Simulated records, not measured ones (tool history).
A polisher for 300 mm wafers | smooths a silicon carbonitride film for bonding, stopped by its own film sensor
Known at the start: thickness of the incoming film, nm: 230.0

| run | hour | flow of slurry (ml/min) | pressure of the wafer on the pad (kPa) | speed of the pad under the wafer (m/s) | abrasive content of the slurry | target thickness at which the film sensor stops the polish (Å) | time until the film sensor stopped the polish (s) |
|---|---|---|---|---|---|---|---|
| 1 | 0.0 | 190 | 10.3 | 0.70 | 1.0 | 2190 | 73.581 |
| 2 | 6.2 | 190 | 10.3 | 0.60 | 1.0 | 2190 | 84.227 |
| 3 | 11.1 | 190 | 10.3 | 0.60 | 1.0 | 2190 | 83.650 |
| 4 | 14.0 | 190 | 12.4 | 0.62 | 1.0 | 2190 | 72.930 |
| 5 | 20.1 | 190 | 13.8 | 0.68 | 1.0 | 2190 | 64.915 |
| 6 | 22.2 | 190 | 14.5 | 0.74 | 1.0 | 2190 | 56.755 |
| 7 | 30.6 | 190 | 15.2 | 0.78 | 1.0 | 2190 | 53.467 |
| 8 | 34.8 | 190 | 15.2 | 0.78 | 1.0 | 2190 | 54.059 |
| 9 | 35.7 | 190 | 15.2 | 0.82 | 1.0 | 2190 | 51.092 |
| 10 | 41.5 | 190 | 15.2 | 0.84 | 1.0 | 2190 | 50.319 |

Run 11 comes next. What will it give?
| 11 | 43.7 | 190 | 15.2 | 0.86 | 1.0 | 2190 | ? |

time until the film sensor stopped the polish (s): 48.690
